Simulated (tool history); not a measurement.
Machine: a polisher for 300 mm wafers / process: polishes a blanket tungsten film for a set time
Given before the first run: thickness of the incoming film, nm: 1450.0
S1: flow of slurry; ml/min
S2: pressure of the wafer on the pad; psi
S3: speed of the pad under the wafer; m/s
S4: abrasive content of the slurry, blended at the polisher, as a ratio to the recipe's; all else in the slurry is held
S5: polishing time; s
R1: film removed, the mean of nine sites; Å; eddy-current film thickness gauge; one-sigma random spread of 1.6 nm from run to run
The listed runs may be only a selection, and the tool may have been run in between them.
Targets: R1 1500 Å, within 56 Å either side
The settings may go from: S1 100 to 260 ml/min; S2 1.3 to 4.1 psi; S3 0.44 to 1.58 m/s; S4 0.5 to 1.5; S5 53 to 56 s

run	day	S1	S2	S3	S4	S5	R1
1	0	165	2.7	1	1	53	1988.5
2	0.292	165	2.7	1.26	1	53	2516.2
3	0.55	165	2.7	1.26	0.85	53	2377.3
4	0.579	125	2.7	1.26	0.85	53	2237.4
5	0.904	125	2.7	1.26	0.7	53	2128.4
6	0.95	120	2.5	1.26	0.7	53	2027.1
7	1.229	120	2.3	1.26	0.7	53	1927.5
8	1.292	120	2.1	1.26	0.7	53	1806.6
9	1.662	120	2	1.26	0.7	53	1748
10	1.946	120	1.9	1.26	0.7	53	1722.2
11	2.254	120	1.8	1.26	0.7	53	1668.4
12	2.417	120	1.7	1.26	0.7	53	1620.7
13	2.688	115	1.6	1.26	0.7	53	1594.8
14	2.858	115	1.6	1.26	0.7	53	1567.7

Exercise: of the 5 proposed moves below, exactly one satisfies all targets within the stated allowed misses. Which move is it?
A	3.029	100	2.4	1.16	0.55	54	?
B	3.029	100	2	1.12	0.75	56	?
C	3.029	130	1.3	1.18	0.95	56	?
D	3.029	120	1.9	1.12	0.5	55	?
E	3.029	100	1.3	1.42	0.85	54	?

move	R1
A	1689.8
B	1651.1
C	1602.9
D	1511.6
E	1664
A: moves away from the targets compared with the last run
B: moves away from the targets compared with the last run
C: moves away from the targets compared with the last run
D: all results in spec
E: moves away from the targets compared with the last run
Move D is the one to make.

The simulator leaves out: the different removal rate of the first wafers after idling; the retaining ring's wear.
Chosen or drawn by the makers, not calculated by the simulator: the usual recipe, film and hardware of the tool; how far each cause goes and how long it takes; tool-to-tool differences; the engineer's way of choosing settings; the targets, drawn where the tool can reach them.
